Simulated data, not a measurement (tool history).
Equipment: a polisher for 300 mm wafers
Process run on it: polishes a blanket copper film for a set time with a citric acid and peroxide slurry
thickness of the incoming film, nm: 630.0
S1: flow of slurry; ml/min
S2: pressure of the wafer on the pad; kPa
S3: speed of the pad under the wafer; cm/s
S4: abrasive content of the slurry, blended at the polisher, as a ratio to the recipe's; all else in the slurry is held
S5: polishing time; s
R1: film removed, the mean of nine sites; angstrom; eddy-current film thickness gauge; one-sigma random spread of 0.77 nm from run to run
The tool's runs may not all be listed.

| run | day | S1 | S2 | S3 | S4 | S5 | R1 |
|---|---|---|---|---|---|---|---|
| 1 | 0 | 180 | 26.2 | 112 | 1 | 43 | 1446.4 |
| 2 | 0.221 | 180 | 23.4 | 108 | 1 | 43 | 1260.3 |
| 3 | 0.542 | 180 | 23.4 | 108 | 1 | 46 | 1344.8 |
| 4 | 0.7 | 180 | 23.4 | 82 | 1 | 46 | 1018.3 |
| 5 | 0.817 | 180 | 21.4 | 82 | 1 | 46 | 932.32 |
| 6 | 0.988 | 180 | 21.4 | 104 | 1 | 46 | 1205.5 |
| 7 | 1.096 | 180 | 19.3 | 100 | 1 | 46 | 1033.7 |
| 8 | 1.425 | 180 | 17.9 | 98 | 1 | 46 | 946.69 |

Forecast run 9:
| 9 | 1.588 | 180 | 16.5 | 98 | 1 | 46 | ? |

{"run 9": {"R1": 884.08}}
